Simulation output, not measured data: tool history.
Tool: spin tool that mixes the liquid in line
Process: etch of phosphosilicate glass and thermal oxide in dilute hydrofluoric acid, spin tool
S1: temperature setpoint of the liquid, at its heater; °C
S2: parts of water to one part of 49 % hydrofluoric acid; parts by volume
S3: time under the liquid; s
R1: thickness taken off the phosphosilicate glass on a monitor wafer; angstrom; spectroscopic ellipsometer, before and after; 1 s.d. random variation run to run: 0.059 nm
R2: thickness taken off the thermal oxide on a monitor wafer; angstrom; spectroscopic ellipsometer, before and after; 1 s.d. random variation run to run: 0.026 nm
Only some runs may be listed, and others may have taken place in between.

| run | hour | S1 | S2 | S3 | R1 | R2 |
|---|---|---|---|---|---|---|
| 1 | 0.0 | 23.0 | 165 | 30 | 207.48 | 8.5511 |
| 2 | 4.7 | 23.0 | 165 | 20 | 138.49 | 5.7242 |
| 3 | 9.4 | 23.5 | 165 | 20 | 140.31 | 5.8961 |
| 4 | 18.3 | 24.0 | 165 | 20 | 143.74 | 6.1087 |
| 5 | 21.7 | 24.5 | 165 | 20 | 145.30 | 6.2687 |
| 6 | 27.7 | 24.5 | 145 | 20 | 170.39 | 7.3796 |

Run 7 has not been measured yet. What should we expect?
| 7 | 33.1 | 24.0 | 145 | 20 | ? | ? |

R1: 166.56 angstrom
R2: 7.0678 angstrom
